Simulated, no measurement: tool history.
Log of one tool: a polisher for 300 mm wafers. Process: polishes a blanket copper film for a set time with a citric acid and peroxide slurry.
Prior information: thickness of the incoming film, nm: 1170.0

| run | hour | flow of slurry (ml/min) | pressure of the wafer on the pad (kPa) | speed of the pad under the wafer (cm/s) | abrasive content of the slurry | polishing time (s) | film removed (angstrom) |
|---|---|---|---|---|---|---|---|
| 1 | 0.0 | 260 | 15.2 | 112 | 1.00 | 55 | 961.67 |
| 2 | 9.0 | 260 | 15.2 | 112 | 1.00 | 49 | 868.60 |
| 3 | 15.2 | 220 | 15.2 | 112 | 1.00 | 49 | 847.61 |
| 4 | 17.0 | 220 | 15.2 | 112 | 1.15 | 49 | 875.34 |
| 5 | 20.6 | 195 | 15.2 | 112 | 1.15 | 49 | 875.46 |
| 6 | 21.2 | 195 | 15.2 | 140 | 1.15 | 49 | 1064.30 |
| 7 | 22.4 | 205 | 17.9 | 142 | 1.15 | 49 | 1237.50 |
| 8 | 27.3 | 210 | 20.0 | 148 | 1.15 | 49 | 1392.00 |

Estimate the outcome of run 9 from the log above:
| 9 | 33.7 | 215 | 21.4 | 154 | 1.15 | 49 | ? |

{"run 9": {"film removed (angstrom)": 1532.3}}

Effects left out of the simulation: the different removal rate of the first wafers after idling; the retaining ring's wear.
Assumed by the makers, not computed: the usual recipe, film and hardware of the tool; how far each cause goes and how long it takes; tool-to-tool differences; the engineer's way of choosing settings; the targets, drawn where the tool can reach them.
